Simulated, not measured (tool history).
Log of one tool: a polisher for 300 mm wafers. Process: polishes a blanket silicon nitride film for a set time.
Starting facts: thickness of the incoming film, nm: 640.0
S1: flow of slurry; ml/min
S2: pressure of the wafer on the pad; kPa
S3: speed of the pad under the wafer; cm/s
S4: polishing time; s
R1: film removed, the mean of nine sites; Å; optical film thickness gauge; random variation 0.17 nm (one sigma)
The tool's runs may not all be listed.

run 1 hour=0.0 | S1=250 S2=15.9 S3=92 S4=25 | R1=231.34
run 2 hour=3.2 | S1=250 S2=15.9 S3=92 S4=22 | R1=205.01
run 3 hour=10.1 | S1=250 S2=15.9 S3=110 S4=22 | R1=232.81
run 4 hour=18.8 | S1=250 S2=14.5 S3=108 S4=22 | R1=215.44
run 5 hour=24.3 | S1=250 S2=13.1 S3=104 S4=22 | R1=187.62
run 6 hour=27.7 | S1=250 S2=13.1 S3=112 S4=22 | R1=194.94

What does the tool deliver on the next run?
run 7 hour=28.7 | S1=250 S2=12.4 S3=112 S4=22 | R1=?

{"run 7": {"R1": 194.07}}

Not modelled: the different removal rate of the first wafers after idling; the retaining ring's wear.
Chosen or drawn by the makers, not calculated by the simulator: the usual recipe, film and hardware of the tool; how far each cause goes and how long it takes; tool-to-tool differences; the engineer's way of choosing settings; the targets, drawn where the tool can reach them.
